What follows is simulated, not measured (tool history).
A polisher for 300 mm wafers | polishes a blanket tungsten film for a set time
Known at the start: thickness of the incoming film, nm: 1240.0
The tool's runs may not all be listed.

run	hour	flow of slurry (ml/min)	pressure of the wafer on the pad (psi)	speed of the pad under the wafer (m/s)	abrasive content of the slurry	polishing time (s)	film removed (nm)
1	0.0	310	4.6	1.12	1.00	86	586.90
2	7.7	240	4.6	1.12	1.00	86	571.10
3	11.1	185	4.6	1.12	1.00	86	553.13
4	13.9	185	5.0	1.12	1.00	86	605.00
5	15.6	185	5.0	1.12	1.00	86	598.94
6	18.0	185	5.0	1.12	1.15	86	621.63
7	23.6	185	4.4	1.04	1.15	86	511.07
8	28.6	185	3.9	0.98	1.15	86	435.75
9	31.9	185	3.5	0.94	1.15	86	371.83
10	40.7	185	3.2	0.92	1.15	86	336.54

The next listed run, before its measurement:
11	49.3	185	3.0	0.92	1.15	86	?

film removed (nm): 318.30
